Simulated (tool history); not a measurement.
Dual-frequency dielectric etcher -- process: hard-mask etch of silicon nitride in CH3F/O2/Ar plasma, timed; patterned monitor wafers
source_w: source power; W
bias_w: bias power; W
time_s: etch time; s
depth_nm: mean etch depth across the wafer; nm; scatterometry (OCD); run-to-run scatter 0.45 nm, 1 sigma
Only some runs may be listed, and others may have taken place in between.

run    day  source_w  bias_w  time_s  depth_nm
  1      0       280      52     154    84.282
  2   0.25       260      51   153.5    80.992
  3  0.279       250      50   153.5    79.661
  4  0.479       280      50   153.5     82.94
     0.725  -- bias power generator calibrated
  5  0.725       280      44   153.5    79.448
  6  1.017       280      44     154    79.631

Forecast run 7:
  7  1.138       270      43     154         ?

Run 7 yielded depth_nm 78.391 nm.

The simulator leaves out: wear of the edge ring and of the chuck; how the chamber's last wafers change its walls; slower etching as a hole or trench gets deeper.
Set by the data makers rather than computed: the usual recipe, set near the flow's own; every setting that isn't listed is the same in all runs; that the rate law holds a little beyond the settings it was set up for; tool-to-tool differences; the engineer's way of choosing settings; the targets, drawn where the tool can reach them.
